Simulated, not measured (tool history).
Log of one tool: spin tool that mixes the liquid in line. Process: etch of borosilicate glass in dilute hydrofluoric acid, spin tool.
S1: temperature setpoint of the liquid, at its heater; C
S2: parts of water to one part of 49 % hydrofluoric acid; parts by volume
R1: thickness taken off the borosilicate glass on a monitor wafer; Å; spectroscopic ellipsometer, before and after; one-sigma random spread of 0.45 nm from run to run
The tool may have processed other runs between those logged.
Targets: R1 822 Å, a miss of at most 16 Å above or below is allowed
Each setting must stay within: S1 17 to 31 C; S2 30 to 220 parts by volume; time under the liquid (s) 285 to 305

{"run": 1, "hour": 0.0, "S1": 23, "S2": 125, "time under the liquid (s)": 285, "R1": 446.25}
{"run": 2, "hour": 2.0, "S1": 23, "S2": 125, "time under the liquid (s)": 305, "R1": 472.27}
{"run": 3, "hour": 4.7, "S1": 23, "S2": 125, "time under the liquid (s)": 285, "R1": 438.04}
{"run": 4, "hour": 11.9, "S1": 23, "S2": 125, "time under the liquid (s)": 305, "R1": 475.92}
{"run": 5, "hour": 18.8, "S1": 21, "S2": 125, "time under the liquid (s)": 305, "R1": 438.27}
{"run": 6, "hour": 21.5, "S1": 21, "S2": 80, "time under the liquid (s)": 305, "R1": 721.92}
{"run": 7, "hour": 30.2, "S1": 21.5, "S2": 80, "time under the liquid (s)": 305, "R1": 729.6}
{"run": 8, "hour": 37.3, "S1": 22, "S2": 80, "time under the liquid (s)": 305, "R1": 756.48}
{"run": 9, "hour": 43.7, "S1": 22, "S2": 80, "time under the liquid (s)": 305, "R1": 751.81}
{"hour": 46.4, "done": "hydrofluoric acid flow meter replaced"}
{"run": 10, "hour": 46.4, "S1": 23, "S2": 80, "time under the liquid (s)": 305, "R1": 870.51}
{"run": 11, "hour": 49.0, "S1": 22.5, "S2": 80, "time under the liquid (s)": 305, "R1": 859.58}
{"run": 12, "hour": 54.4, "S1": 22, "S2": 80, "time under the liquid (s)": 305, "R1": 842.16}

Next run, 4 choices. One meets every target within its allowed miss, the rest don't. Which?
{"run": "A", "hour": 59.8, "S1": 19.5, "S2": 70, "time under the liquid (s)": 285, "R1": "?"}
{"run": "B", "hour": 59.8, "S1": 22, "S2": 80, "time under the liquid (s)": 285, "R1": "?"}
{"run": "C", "hour": 59.8, "S1": 22, "S2": 85, "time under the liquid (s)": 305, "R1": "?"}
{"run": "D", "hour": 59.8, "S1": 17, "S2": 60, "time under the liquid (s)": 285, "R1": "?"}

move=A R1=818.84
move=B R1=785.46
move=C R1=786.38
move=D R1=868.46
A: every result lands within tolerance
B: takes the result that was furthest off past its target
C: takes the result that was furthest off past its target
D: its largest miss is bigger than the last run's
The move that meets every target is A.

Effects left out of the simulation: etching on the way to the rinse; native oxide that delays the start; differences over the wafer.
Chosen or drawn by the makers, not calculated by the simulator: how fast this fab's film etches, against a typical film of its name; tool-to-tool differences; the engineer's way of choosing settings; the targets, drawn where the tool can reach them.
